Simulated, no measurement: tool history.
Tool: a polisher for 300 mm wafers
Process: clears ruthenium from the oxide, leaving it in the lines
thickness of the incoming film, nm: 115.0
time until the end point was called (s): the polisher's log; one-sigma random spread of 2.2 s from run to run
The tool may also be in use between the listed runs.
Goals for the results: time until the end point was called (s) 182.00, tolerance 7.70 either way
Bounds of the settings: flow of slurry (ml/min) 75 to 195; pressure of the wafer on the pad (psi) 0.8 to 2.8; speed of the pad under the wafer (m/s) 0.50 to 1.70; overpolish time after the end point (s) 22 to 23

run,hour,flow of slurry (ml/min),pressure of the wafer on the pad (psi),speed of the pad under the wafer (m/s),overpolish time after the end point (s),time until the end point was called (s)
1,0.0,125,1.8,1.10,22,135.05
2,8.7,125,1.8,1.10,23,134.58
3,10.4,120,1.7,1.10,23,142.23
4,11.0,100,1.7,1.10,23,152.71
5,17.9,100,1.7,1.10,22,150.08
6,21.1,100,2.0,1.10,22,129.12
7,21.6,95,1.8,1.10,22,146.19
8,30.4,90,1.7,1.10,22,156.39
9,34.3,85,1.6,1.10,22,169.04

Of the 5 settings listed for the next run, only one would bring every result within its allowed miss of target. Which one?
A,38.2,105,1.6,0.94,23,?
B,38.2,110,1.5,1.16,23,?
C,38.2,105,1.4,1.28,23,?
D,38.2,100,1.6,1.12,22,?
E,38.2,130,1.7,1.04,23,?

move,time until the end point was called (s)
A,179.36
B,156.71
C,155.29
D,155.95
E,146.96
A: in spec on every target
B: misses by more than the last run did
C: misses by more than the last run did
D: misses by more than the last run did
E: misses by more than the last run did
The move that meets every target is A.
